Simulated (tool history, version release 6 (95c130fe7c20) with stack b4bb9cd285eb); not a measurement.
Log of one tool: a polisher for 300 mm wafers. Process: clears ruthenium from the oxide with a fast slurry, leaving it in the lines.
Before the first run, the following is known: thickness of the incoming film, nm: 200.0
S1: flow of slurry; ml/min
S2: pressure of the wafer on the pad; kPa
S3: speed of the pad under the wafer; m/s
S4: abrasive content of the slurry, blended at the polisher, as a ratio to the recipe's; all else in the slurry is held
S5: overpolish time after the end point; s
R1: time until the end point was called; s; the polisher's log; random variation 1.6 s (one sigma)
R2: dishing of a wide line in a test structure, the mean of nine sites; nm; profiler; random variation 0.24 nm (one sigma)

| run | hour | S1 | S2 | S3 | S4 | S5 | R1 | R2 |
|---|---|---|---|---|---|---|---|---|
| 1 | 0 | 315 | 20.7 | 0.8 | 1 | 27 | 65.994 | 46.512 |
| 2 | 8.9 | 315 | 18.6 | 0.74 | 1 | 22 | 75.71 | 36.971 |
| 3 | 13 | 315 | 18.6 | 0.74 | 0.8 | 22 | 83.26 | 35.464 |
| 4 | 19.1 | 315 | 18.6 | 0.74 | 0.8 | 27 | 83.41 | 41.651 |
| 5 | 24.1 | 315 | 18.6 | 0.74 | 0.8 | 35 | 83.142 | 47.874 |
| 6 | 27.9 | 360 | 16.5 | 0.66 | 1 | 28 | 95.004 | 37.859 |
| 7 | 33.5 | 450 | 11 | 0.5 | 1.25 | 15 | 147.37 | 16.623 |

Expected results for the next run?
| 8 | 42.3 | 460 | 11 | 0.54 | 1.3 | 13 | ? | ? |

{"run 8": {"R1": 143.08, "R2": 15.074}}
